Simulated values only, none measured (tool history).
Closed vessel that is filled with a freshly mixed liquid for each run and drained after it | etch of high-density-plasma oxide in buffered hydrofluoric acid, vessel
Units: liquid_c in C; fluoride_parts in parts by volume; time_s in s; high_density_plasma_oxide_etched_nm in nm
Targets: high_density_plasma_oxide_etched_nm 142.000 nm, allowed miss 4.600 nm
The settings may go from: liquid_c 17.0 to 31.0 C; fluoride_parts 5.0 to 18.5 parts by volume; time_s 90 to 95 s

run  hour  liquid_c  fluoride_parts  time_s  high_density_plasma_oxide_etched_nm
  1   0.0      23.0            11.5      90                               79.616
  2   6.0      26.0            11.5      90                               92.469
  3  11.7      26.0            10.0      90                              105.790
  4  19.4      26.0            10.0      90                              106.320
  5  23.7      24.0            10.0      90                               95.782
     26.4  -- hydrofluoric acid flow meter replaced
  6  26.4      24.0            12.5      90                               85.613
  7  34.1      25.5            11.5      90                              101.790
  8  35.9      26.5            11.5      90                              104.920
  9  36.5      30.5            10.0      90                              153.080

4 next moves are on the table. One of them brings every result within its allowed miss. Which?
  A  37.1      30.5             9.5      95                                    ?
  B  37.1      31.0            11.5      95                                    ?
  C  37.1      31.0            10.5      95                                    ?
  D  37.1      30.0             9.0      90                                    ?

move  high_density_plasma_oxide_etched_nm
   A                              163.470
   B                              141.830
   C                              154.950
   D                              156.070
A: further off than the last run
B: meets every target
C: further off than the last run
D: further off than the last run
Move B is the one to make.
